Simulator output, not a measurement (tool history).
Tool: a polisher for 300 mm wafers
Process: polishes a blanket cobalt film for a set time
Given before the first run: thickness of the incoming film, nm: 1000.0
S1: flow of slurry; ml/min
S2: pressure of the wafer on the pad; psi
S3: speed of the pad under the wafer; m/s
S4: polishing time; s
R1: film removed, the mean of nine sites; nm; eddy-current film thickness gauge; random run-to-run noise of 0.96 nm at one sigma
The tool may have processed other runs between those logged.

run  hour   S1   S2    S3  S4      R1
  1   0.0  160  2.0  1.02  32  178.69
  2   0.8  185  2.0  1.02  32  184.58
  3   8.0  150  2.0  1.02  32  177.45
  4  13.0  145  1.9  1.02  32  168.67
  5  15.6  140  1.8  1.02  32  160.30
  6  23.1  140  2.0  1.02  32  176.40
  7  24.8  135  1.9  1.02  32  165.21
  8  29.5  135  1.9  1.02  32  165.79
  9  32.8  130  1.8  1.02  32  157.20
 10  36.2  125  1.7  1.02  32  146.65

Run 11 comes next. What will it give?
 11  39.6  120  1.7  1.02  32   ?

Run 11 came out at R1 146.11 nm.

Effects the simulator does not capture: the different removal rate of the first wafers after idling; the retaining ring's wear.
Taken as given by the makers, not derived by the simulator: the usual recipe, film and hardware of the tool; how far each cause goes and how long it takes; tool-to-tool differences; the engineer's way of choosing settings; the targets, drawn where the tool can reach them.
